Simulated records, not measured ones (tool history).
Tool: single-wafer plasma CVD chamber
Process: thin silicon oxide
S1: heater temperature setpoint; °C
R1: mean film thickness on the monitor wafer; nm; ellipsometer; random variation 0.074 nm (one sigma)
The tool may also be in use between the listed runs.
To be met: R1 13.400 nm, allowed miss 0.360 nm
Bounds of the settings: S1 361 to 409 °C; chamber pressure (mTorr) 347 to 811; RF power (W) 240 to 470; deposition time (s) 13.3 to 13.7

{"run": 1, "day": 0.0, "S1": 385, "chamber pressure (mTorr)": 579, "RF power (W)": 355, "deposition time (s)": 13.3, "R1": 18.014}
{"run": 2, "day": 0.058, "S1": 385, "chamber pressure (mTorr)": 579, "RF power (W)": 335, "deposition time (s)": 13.3, "R1": 17.45}
{"run": 3, "day": 0.2, "S1": 395, "chamber pressure (mTorr)": 579, "RF power (W)": 335, "deposition time (s)": 13.3, "R1": 17.366}
{"run": 4, "day": 0.258, "S1": 404, "chamber pressure (mTorr)": 579, "RF power (W)": 335, "deposition time (s)": 13.3, "R1": 17.298}
{"run": 5, "day": 0.338, "S1": 404, "chamber pressure (mTorr)": 632, "RF power (W)": 335, "deposition time (s)": 13.3, "R1": 18.792}
{"run": 6, "day": 0.367, "S1": 404, "chamber pressure (mTorr)": 599, "RF power (W)": 335, "deposition time (s)": 13.3, "R1": 17.684}
{"run": 7, "day": 0.65, "S1": 404, "chamber pressure (mTorr)": 573, "RF power (W)": 335, "deposition time (s)": 13.3, "R1": 17.156}
{"run": 8, "day": 1.025, "S1": 404, "chamber pressure (mTorr)": 547, "RF power (W)": 335, "deposition time (s)": 13.3, "R1": 16.285}
{"day": 1.204, "done": "thermocouple changed; heater temperature recalibrated"}
{"run": 9, "day": 1.204, "S1": 404, "chamber pressure (mTorr)": 431, "RF power (W)": 330, "deposition time (s)": 13.3, "R1": 12.738}
{"run": 10, "day": 1.308, "S1": 404, "chamber pressure (mTorr)": 435, "RF power (W)": 330, "deposition time (s)": 13.3, "R1": 12.883}
{"run": 11, "day": 1.446, "S1": 404, "chamber pressure (mTorr)": 438, "RF power (W)": 330, "deposition time (s)": 13.3, "R1": 12.98}

Which of these 4 next moves meets every target?
{"run": "A", "day": 1.583, "S1": 404, "chamber pressure (mTorr)": 469, "RF power (W)": 305, "deposition time (s)": 13.4, "R1": "?"}
{"run": "B", "day": 1.583, "S1": 405, "chamber pressure (mTorr)": 464, "RF power (W)": 330, "deposition time (s)": 13.7, "R1": "?"}
{"run": "C", "day": 1.583, "S1": 392, "chamber pressure (mTorr)": 403, "RF power (W)": 435, "deposition time (s)": 13.7, "R1": "?"}
{"run": "D", "day": 1.583, "S1": 409, "chamber pressure (mTorr)": 447, "RF power (W)": 305, "deposition time (s)": 13.3, "R1": "?"}

move=A R1=13.441
move=B R1=14.242
move=C R1=14.286
move=D R1=12.678
A: meets every target
B: takes the result that was furthest off past its target
C: takes the result that was furthest off past its target
D: further off than the last run
The right move is A.
